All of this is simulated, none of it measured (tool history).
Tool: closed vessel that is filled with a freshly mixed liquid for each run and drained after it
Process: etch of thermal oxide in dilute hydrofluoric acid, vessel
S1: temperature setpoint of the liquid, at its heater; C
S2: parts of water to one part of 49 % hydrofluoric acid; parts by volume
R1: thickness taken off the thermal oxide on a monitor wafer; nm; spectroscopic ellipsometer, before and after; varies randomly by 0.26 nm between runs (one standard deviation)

{"run": 1, "hour": 0.0, "S1": 23, "S2": 120, "time in the liquid (s)": 1440, "R1": 56.013}
{"run": 2, "hour": 7.2, "S1": 21.5, "S2": 125, "time in the liquid (s)": 1440, "R1": 50.394}
{"run": 3, "hour": 13.2, "S1": 20.5, "S2": 130, "time in the liquid (s)": 1440, "R1": 46.395}
{"run": 4, "hour": 20.1, "S1": 20.5, "S2": 105, "time in the liquid (s)": 1440, "R1": 58.739}
{"run": 5, "hour": 22.3, "S1": 20, "S2": 115, "time in the liquid (s)": 1440, "R1": 51.918}
{"run": 6, "hour": 26.5, "S1": 20, "S2": 135, "time in the liquid (s)": 1440, "R1": 43.844}
{"run": 7, "hour": 35.1, "S1": 19.5, "S2": 135, "time in the liquid (s)": 1440, "R1": 42.669}
{"run": 8, "hour": 39.0, "S1": 19, "S2": 135, "time in the liquid (s)": 1440, "R1": 41.403}

Run 9 comes next. What will it give?
{"run": 9, "hour": 42.9, "S1": 18.5, "S2": 135, "time in the liquid (s)": 1440, "R1": "?"}

{"run 9": {"R1": 40.967}}

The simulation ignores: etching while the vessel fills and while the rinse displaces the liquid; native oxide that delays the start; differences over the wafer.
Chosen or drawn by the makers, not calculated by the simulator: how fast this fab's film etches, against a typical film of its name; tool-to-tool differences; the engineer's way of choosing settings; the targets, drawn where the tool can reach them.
